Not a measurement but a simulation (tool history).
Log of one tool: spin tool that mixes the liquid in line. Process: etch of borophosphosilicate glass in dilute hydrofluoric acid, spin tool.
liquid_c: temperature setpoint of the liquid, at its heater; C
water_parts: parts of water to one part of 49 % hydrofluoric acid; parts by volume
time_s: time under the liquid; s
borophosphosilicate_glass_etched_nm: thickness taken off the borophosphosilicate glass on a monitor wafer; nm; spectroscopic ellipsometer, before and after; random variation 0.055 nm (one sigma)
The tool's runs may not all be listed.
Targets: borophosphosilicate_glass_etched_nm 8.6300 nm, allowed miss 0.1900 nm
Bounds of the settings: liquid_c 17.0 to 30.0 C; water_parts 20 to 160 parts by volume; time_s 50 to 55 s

run,hour,liquid_c,water_parts,time_s,borophosphosilicate_glass_etched_nm
1,0.0,22.0,90,50,13.7720
2,1.5,22.0,90,50,13.7230
3,2.8,22.0,90,55,15.0820
4,7.7,21.0,95,55,13.4720
5,16.7,23.0,95,55,14.8240
6,21.2,26.5,95,55,16.8910
7,26.8,24.5,100,55,14.9330
8,32.0,20.5,130,55,9.4038
9,39.5,20.5,130,55,9.3474
10,41.3,20.0,130,55,9.3148

Which of these 4 next moves meets every target?
A,43.1,19.5,135,55,?
B,43.1,20.0,130,50,?
C,43.1,23.5,135,50,?
D,43.1,19.0,130,50,?

move,borophosphosilicate_glass_etched_nm
A,8.6554
B,8.3819
C,9.2187
D,8.0493
A: meets every target
B: takes the result that was furthest off past its target
C: nearer than the last run, and not there yet
D: takes the result that was furthest off past its target
Move A is the one to make.
